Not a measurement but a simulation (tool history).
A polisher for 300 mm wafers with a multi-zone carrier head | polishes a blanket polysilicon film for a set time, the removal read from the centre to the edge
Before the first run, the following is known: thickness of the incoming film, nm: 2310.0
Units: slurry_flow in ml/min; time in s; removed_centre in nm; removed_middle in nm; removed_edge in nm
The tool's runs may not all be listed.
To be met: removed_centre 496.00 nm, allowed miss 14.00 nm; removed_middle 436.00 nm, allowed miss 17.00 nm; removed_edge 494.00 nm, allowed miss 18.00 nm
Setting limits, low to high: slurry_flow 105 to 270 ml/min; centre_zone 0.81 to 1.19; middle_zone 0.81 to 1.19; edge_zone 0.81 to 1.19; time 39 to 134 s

run,hour,slurry_flow,centre_zone,middle_zone,edge_zone,time,removed_centre,removed_middle,removed_edge
1,0.0,175,1.00,1.00,1.00,86,520.99,514.84,540.83
2,1.7,175,1.00,0.97,1.00,86,521.62,508.49,536.49
3,9.1,165,1.00,0.93,1.00,85,501.37,474.94,516.45
4,17.1,185,1.00,0.93,1.00,85,516.13,489.78,530.27
5,17.7,215,1.00,0.93,1.00,85,548.41,507.74,549.63
6,23.2,200,1.01,0.91,0.99,85,532.50,485.72,534.40
7,28.3,190,1.01,0.90,0.98,85,529.17,478.37,539.72
8,31.9,180,1.02,0.90,0.98,83,512.42,454.12,522.24

Pick the move, out of 5, that brings all results within their allowed miss; only one does.
A,35.5,155,1.09,0.85,0.92,84,?,?,?
B,35.5,120,1.10,0.93,0.96,88,?,?,?
C,35.5,225,1.01,1.11,1.00,70,?,?,?
D,35.5,240,1.02,1.07,1.01,69,?,?,?
E,35.5,255,0.99,0.96,0.97,76,?,?,?

move,removed_centre,removed_middle,removed_edge
A,531.04,423.89,495.74
B,505.47,435.44,497.59
C,460.06,478.72,454.10
D,463.94,463.80,453.76
E,503.36,473.72,496.24
A: gets the furthest-off result to its target, but another result is out of tolerance
B: meets every target
C: moves the result that the last run missed by most past its target, out the other side
D: moves the result that the last run missed by most past its target, out the other side
E: gets the furthest-off result to its target, but another result is out of tolerance
The move that meets every target is B.

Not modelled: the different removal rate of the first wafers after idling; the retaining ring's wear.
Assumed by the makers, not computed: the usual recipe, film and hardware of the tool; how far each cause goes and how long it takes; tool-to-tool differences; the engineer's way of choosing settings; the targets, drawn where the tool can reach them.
